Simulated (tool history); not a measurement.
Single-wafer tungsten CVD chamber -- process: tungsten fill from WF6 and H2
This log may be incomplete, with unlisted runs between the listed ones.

run  hour  heater temperature setpoint (deg C)  chamber pressure (mTorr)  deposition time (s)  mean film thickness on the monitor wafer (Å)
  1     0                                  375                     28300                12.07                                        210.37
  2   5.7                                  386                     28300                12.07                                        256.06
  3  13.1                                  386                     28300                12.07                                        256.59
  4  16.4                                  380                     28200                12.07                                        229.04
  5  22.6                                  380                     28200                12.07                                        229.68
  6  23.8                                  376                     28200                12.07                                        212.47
  7  32.1                                  376                     28200                12.07                                         213.3

Run 8, settings as shown, results not yet in. Your forecast:
  8  32.9                                  374                     28200                12.07                                             ?

Run 8 produced mean film thickness on the monitor wafer (Å) 206.74.
